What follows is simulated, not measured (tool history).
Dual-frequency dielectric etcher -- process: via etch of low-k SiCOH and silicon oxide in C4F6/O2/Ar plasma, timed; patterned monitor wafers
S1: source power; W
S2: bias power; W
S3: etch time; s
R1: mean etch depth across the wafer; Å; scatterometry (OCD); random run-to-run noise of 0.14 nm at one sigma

| run | day | S1 | S2 | S3 | R1 |
|---|---|---|---|---|---|
| 1 | 0.000 | 340 | 237 | 26.5 | 669.10 |
| 2 | 0.038 | 310 | 214 | 26.0 | 600.83 |
| 3 | 0.221 | 310 | 214 | 26.5 | 610.61 |
| 4 | 0.450 | 290 | 206 | 26.5 | 581.00 |
| 5 | 0.738 | 290 | 206 | 24.0 | 529.37 |
| 6 | 0.908 | 230 | 206 | 24.0 | 474.32 |

Forecast run 7:
| 7 | 1.150 | 240 | 207 | 24.0 | ? |

R1: 485.72 Å

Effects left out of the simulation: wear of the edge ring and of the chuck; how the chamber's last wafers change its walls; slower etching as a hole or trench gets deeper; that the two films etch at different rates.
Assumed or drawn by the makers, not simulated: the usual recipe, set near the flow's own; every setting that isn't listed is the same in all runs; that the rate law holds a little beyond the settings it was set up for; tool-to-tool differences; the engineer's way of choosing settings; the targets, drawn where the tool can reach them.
